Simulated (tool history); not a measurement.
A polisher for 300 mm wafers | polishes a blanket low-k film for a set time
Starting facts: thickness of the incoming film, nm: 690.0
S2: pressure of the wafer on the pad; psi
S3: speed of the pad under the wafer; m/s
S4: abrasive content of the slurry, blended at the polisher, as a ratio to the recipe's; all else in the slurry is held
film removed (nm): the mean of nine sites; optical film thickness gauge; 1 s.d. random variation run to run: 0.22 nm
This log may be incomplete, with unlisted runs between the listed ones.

Run 1, hour 0: flow of slurry (ml/min) 180, S2 1.8 psi, S3 0.88 m/s, S4 1, polishing time (s) 45. Result: film removed (nm) 16.101.
Run 2, hour 4.6: flow of slurry (ml/min) 180, S2 1.8 psi, S3 0.88 m/s, S4 1, polishing time (s) 45. Result: film removed (nm) 16.344.
Run 3, hour 11.5: flow of slurry (ml/min) 180, S2 1.8 psi, S3 1.02 m/s, S4 1, polishing time (s) 45. Result: film removed (nm) 17.27.
Run 4, hour 14.9: flow of slurry (ml/min) 185, S2 1.9 psi, S3 1.02 m/s, S4 1, polishing time (s) 45. Result: film removed (nm) 18.486.
Run 5, hour 18.2: flow of slurry (ml/min) 185, S2 1.9 psi, S3 1.02 m/s, S4 1, polishing time (s) 45. Result: film removed (nm) 18.529.
Run 6, hour 20.1: flow of slurry (ml/min) 185, S2 1.9 psi, S3 0.9 m/s, S4 1, polishing time (s) 45. Result: film removed (nm) 17.05.
Run 7, hour 27.1: flow of slurry (ml/min) 185, S2 2 psi, S3 0.9 m/s, S4 1, polishing time (s) 45. Result: film removed (nm) 18.409.
Run 8, hour 29.5: flow of slurry (ml/min) 190, S2 2.1 psi, S3 0.9 m/s, S4 1, polishing time (s) 45. Result: film removed (nm) 19.176.

Estimate the outcome of run 9 from the log above:
Run 9, hour 37: flow of slurry (ml/min) 190, S2 2.2 psi, S3 0.9 m/s, S4 1, polishing time (s) 45. Result: film removed (nm) ?.

film removed (nm): 19.771

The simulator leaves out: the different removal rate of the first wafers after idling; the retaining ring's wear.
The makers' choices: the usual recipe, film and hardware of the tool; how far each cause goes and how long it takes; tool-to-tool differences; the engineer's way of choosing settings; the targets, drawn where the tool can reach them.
